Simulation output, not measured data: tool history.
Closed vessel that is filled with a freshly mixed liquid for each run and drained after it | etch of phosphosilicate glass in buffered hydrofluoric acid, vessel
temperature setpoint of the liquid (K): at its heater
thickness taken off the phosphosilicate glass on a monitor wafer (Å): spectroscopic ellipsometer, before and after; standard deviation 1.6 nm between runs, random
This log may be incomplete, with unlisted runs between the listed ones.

run	hour	temperature setpoint of the liquid (K)	parts of 40 % ammonium fluoride to one part of 49 % hydrofluoric acid (parts by volume)	time in the liquid (s)	thickness taken off the phosphosilicate glass on a monitor wafer (Å)
1	0	294.15	21	30	1287.5
2	7.7	295.65	20	30	1440.3
3	14.6	295.65	16.5	30	1765.2
4	20.2	295.65	16.5	30	1727.1
5	22.1	295.65	21	30	1400.4
6	23.2	293.65	21	30	1263.9

For run 7, what comes out?
7	31.6	295.65	20	30	?

Run 7 yielded thickness taken off the phosphosilicate glass on a monitor wafer (Å) 1458.5.

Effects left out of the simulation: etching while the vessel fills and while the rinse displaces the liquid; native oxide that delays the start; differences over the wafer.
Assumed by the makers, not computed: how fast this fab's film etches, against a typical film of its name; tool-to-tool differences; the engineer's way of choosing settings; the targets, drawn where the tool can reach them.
